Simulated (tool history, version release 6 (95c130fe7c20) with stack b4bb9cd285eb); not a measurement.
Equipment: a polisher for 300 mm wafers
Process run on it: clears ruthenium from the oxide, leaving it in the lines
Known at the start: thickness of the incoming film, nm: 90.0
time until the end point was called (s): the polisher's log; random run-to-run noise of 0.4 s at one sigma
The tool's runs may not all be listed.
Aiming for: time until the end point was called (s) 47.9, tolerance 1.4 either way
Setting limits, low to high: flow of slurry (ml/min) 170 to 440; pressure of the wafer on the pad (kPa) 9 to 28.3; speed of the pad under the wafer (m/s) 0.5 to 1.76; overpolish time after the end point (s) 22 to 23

run,hour,flow of slurry (ml/min),pressure of the wafer on the pad (kPa),speed of the pad under the wafer (m/s),overpolish time after the end point (s),time until the end point was called (s)
1,0,280,18.6,1.12,22,66.015
2,2.2,285,20.7,1.12,22,61.047
3,3.9,285,22.8,1.12,22,57.215
4,12,285,22.8,1.12,23,56.677
5,17,285,24.1,1.12,23,54.061
6,22.6,285,21.4,1.12,23,59.714
7,24.2,285,23.4,1.12,23,55.125
8,28.2,285,24.8,1.12,23,53.217
9,36.1,290,25.5,1.12,23,51.623
10,41.3,290,26.2,1.12,23,50.143
11,45.5,290,26.9,1.12,23,49.799

Exactly one of the 5 candidate moves below puts every result within its allowed miss. Which one?
A,49.7,170,28.3,1.26,22,?
B,49.7,255,28.3,1.22,23,?
C,49.7,245,28.3,1.2,23,?
D,49.7,395,28.3,1.08,23,?
E,49.7,330,28.3,1.2,23,?

move,time until the end point was called (s)
A,45.503
B,45.3
C,46.057
D,48.636
E,45.121
A: takes the result that was furthest off past its target
B: takes the result that was furthest off past its target
C: takes the result that was furthest off past its target
D: each result inside its tolerance
E: takes the result that was furthest off past its target
Move D is the one to make.
